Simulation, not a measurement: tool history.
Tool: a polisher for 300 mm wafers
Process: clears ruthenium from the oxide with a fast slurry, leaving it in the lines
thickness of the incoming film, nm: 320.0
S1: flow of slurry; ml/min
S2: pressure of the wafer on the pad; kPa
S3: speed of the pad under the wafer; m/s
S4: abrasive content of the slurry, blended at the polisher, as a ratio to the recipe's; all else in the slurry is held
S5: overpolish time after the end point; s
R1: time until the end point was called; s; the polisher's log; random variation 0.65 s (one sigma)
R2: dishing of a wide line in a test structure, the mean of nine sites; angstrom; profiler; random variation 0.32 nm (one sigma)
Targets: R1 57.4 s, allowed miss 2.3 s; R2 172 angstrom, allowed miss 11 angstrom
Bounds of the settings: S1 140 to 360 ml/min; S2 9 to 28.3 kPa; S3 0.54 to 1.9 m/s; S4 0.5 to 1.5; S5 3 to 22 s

run,hour,S1,S2,S3,S4,S5,R1,R2
1,0,230,18.6,1.22,1,11,59.981,531.61
2,1.5,175,18.6,1.22,1,11,61.933,513.27
3,7,175,18.6,1.48,1,11,54.404,613.15
4,13.3,175,18.6,1.48,1,9,53.224,501.79
5,16.3,175,18.6,1.48,0.9,9,56.644,489.23
6,22.2,190,18.6,1.34,1,8,56.968,422.58
7,29.1,255,17.2,1,1.25,3,66.947,142.2
8,32.9,255,17.9,1,1.25,3,65.138,149.78
9,37.5,265,19.3,1,1.25,3,60.761,165.8

Which of these 4 next moves meets every target?
A,42.1,260,19.3,0.92,1.4,3,?,?
B,42.1,345,17.2,1.14,1.45,3,?,?
C,42.1,360,22.8,0.74,1.2,3,?,?
D,42.1,265,18.6,1,1.2,3,?,?

move,R1,R2
A,63.467,164.6
B,57.82,179.91
C,65.177,160.47
D,65.327,160.11
A: further off than the last run
B: meets every target
C: further off than the last run
D: further off than the last run
The right move is B.
